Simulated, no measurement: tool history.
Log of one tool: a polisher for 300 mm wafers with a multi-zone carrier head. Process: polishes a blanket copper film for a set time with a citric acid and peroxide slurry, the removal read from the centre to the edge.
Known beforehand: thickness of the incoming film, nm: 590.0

run	hour	flow of slurry (ml/min)	pressure of the head's centre zone	pressure of the head's middle zone	pressure of the head's edge zone	abrasive content of the slurry	polishing time (s)	film removed at the wafer's centre (nm)	film removed at mid-radius (nm)	film removed at the wafer's edge (nm)
1	0.0	300	1.00	1.00	1.00	1.00	34	79.798	77.728	77.025
2	6.1	300	1.00	1.00	1.00	0.90	34	76.812	76.041	75.576
3	7.4	295	0.98	0.99	0.96	0.80	29	64.520	62.491	61.180
4	11.6	295	0.98	0.99	0.96	0.60	29	58.751	58.007	57.175
5	18.0	285	0.93	0.98	0.93	0.55	26	48.808	50.064	48.912
6	24.1	275	0.90	0.96	0.90	0.55	25	45.102	47.039	45.846
7	32.6	265	0.88	0.95	0.87	0.55	24	42.263	44.569	43.824
8	36.8	265	0.87	0.95	0.85	0.55	23	40.225	42.480	41.328

Forecast run 9:
9	41.0	260	0.86	0.95	0.84	0.55	23	?	?	?

{"run 9": {"film removed at the wafer's centre (nm)": 39.898, "film removed at mid-radius (nm)": 42.613, "film removed at the wafer's edge (nm)": 40.949}}
